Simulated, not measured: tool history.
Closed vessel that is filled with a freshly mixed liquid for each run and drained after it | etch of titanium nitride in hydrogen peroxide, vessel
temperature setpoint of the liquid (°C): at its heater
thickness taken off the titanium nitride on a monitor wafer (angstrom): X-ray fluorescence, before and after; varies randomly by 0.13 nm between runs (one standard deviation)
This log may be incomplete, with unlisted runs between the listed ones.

run	hour	temperature setpoint of the liquid (°C)	concentration of hydrogen peroxide in the mixed liquid (% by weight)	time in the liquid (s)	thickness taken off the titanium nitride on a monitor wafer (angstrom)
1	0.0	46	20.0	310	158.50
2	2.2	46	17.0	310	152.34
3	3.4	47	17.0	310	163.28
4	4.9	47	14.0	310	156.14
5	6.3	48	14.0	310	169.16
6	9.0	48	17.0	310	176.68

Estimate the outcome of run 7 from the log above:
7	10.2	49	17.0	310	?

{"run 7": {"thickness taken off the titanium nitride on a monitor wafer (angstrom)": 191.06}}

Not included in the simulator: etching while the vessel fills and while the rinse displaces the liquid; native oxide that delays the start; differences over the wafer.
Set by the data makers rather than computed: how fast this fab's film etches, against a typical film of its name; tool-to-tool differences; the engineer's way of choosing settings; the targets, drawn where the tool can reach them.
